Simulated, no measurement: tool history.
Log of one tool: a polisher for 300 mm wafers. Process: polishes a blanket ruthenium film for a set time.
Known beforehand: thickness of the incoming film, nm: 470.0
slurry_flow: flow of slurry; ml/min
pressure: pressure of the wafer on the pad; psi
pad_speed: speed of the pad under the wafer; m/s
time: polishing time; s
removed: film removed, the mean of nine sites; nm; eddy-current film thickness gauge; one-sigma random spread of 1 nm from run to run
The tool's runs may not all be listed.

run,hour,slurry_flow,pressure,pad_speed,time,removed
1,0,310,2.2,1.16,35,47.155
2,6.2,255,2.2,1.16,35,44.986
3,7.4,265,2.4,1.16,35,48.829
4,11,265,2.4,1.16,35,49.796
5,13.9,275,2.6,1.16,35,54.166
6,21,275,2.6,1.26,35,56.491

What will run 7 give?
7,23.9,280,2.7,1.26,35,?

Run 7 gave removed 60.452 nm.

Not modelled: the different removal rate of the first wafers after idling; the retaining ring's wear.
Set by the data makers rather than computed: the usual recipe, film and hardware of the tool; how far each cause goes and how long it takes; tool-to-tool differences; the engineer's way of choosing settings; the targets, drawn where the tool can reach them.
